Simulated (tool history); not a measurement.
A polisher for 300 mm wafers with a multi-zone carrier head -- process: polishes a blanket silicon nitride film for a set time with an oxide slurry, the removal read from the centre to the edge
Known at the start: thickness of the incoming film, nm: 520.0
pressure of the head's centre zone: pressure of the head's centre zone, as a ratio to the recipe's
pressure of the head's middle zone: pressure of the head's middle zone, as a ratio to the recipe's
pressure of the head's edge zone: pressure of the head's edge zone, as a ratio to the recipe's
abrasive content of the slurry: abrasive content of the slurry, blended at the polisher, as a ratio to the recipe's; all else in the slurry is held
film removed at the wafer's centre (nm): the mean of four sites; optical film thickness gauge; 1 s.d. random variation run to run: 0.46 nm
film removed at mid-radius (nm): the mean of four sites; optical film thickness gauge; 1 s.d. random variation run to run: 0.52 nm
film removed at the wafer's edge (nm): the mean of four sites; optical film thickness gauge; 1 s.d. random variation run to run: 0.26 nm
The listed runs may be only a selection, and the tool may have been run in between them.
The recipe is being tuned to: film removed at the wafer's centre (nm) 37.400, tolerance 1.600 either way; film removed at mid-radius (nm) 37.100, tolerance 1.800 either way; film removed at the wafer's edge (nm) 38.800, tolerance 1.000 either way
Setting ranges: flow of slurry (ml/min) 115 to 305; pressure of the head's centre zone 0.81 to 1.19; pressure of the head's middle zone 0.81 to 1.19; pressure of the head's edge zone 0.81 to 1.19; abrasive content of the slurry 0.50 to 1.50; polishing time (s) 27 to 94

run	hour	flow of slurry (ml/min)	pressure of the head's centre zone	pressure of the head's middle zone	pressure of the head's edge zone	abrasive content of the slurry	polishing time (s)	film removed at the wafer's centre (nm)	film removed at mid-radius (nm)	film removed at the wafer's edge (nm)
1	0.0	195	1.00	1.00	1.00	1.00	60	31.575	32.838	32.680
2	8.6	195	0.94	1.00	1.00	1.00	60	29.421	32.265	32.838
3	11.0	155	0.94	1.00	1.00	1.00	60	29.463	31.082	32.629
4	14.0	200	0.94	1.00	1.00	1.00	60	30.509	32.001	33.098
5	18.1	200	0.86	1.00	1.00	1.00	60	27.522	32.461	32.776
6	24.5	200	0.86	0.95	1.00	1.00	60	27.630	31.631	33.217
7	27.9	255	0.96	1.01	1.10	1.20	60	34.108	36.848	38.340
8	35.0	260	0.98	1.01	1.10	1.20	60	35.639	37.047	37.997
9	42.2	265	0.99	1.00	1.11	1.20	60	35.618	36.400	38.842

Which of these 4 next moves meets every target?
A	49.4	305	0.92	0.99	1.07	1.05	65	?	?	?
B	49.4	240	1.02	1.01	1.08	1.25	61	?	?	?
C	49.4	285	0.93	1.03	1.14	1.05	65	?	?	?
D	49.4	245	0.96	0.91	1.18	1.25	58	?	?	?

move	film removed at the wafer's centre (nm)	film removed at mid-radius (nm)	film removed at the wafer's edge (nm)
A	34.493	37.209	39.519
B	37.703	37.153	39.408
C	34.645	37.854	40.601
D	33.785	33.333	39.299
A: further off than the last run
B: meets every target
C: further off than the last run
D: further off than the last run
Move B is the one to make.
